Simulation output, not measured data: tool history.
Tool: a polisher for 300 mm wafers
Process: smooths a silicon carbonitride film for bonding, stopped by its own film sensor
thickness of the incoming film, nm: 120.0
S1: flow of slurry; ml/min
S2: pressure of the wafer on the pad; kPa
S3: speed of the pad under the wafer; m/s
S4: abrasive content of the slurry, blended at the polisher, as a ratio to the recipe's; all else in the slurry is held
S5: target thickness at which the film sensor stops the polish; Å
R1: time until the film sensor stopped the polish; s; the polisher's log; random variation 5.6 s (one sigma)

{"run": 1, "hour": 0.0, "S1": 140, "S2": 9.7, "S3": 0.88, "S4": 1, "S5": 840, "R1": 204.87}
{"run": 2, "hour": 7.8, "S1": 140, "S2": 10.3, "S3": 0.88, "S4": 1, "S5": 840, "R1": 199.05}
{"run": 3, "hour": 11.1, "S1": 140, "S2": 9, "S3": 0.86, "S4": 1, "S5": 840, "R1": 232.8}
{"run": 4, "hour": 15.1, "S1": 140, "S2": 9, "S3": 0.86, "S4": 1, "S5": 840, "R1": 229.19}
{"run": 5, "hour": 17.8, "S1": 140, "S2": 9, "S3": 0.86, "S4": 1, "S5": 820, "R1": 245.28}
{"run": 6, "hour": 25.8, "S1": 140, "S2": 9, "S3": 0.74, "S4": 1, "S5": 820, "R1": 272.89}
{"run": 7, "hour": 33.4, "S1": 140, "S2": 8.3, "S3": 0.74, "S4": 1, "S5": 820, "R1": 300.65}

Forecast run 8:
{"run": 8, "hour": 41.6, "S1": 140, "S2": 7.6, "S3": 0.74, "S4": 1, "S5": 820, "R1": "?"}

R1: 319.57 s
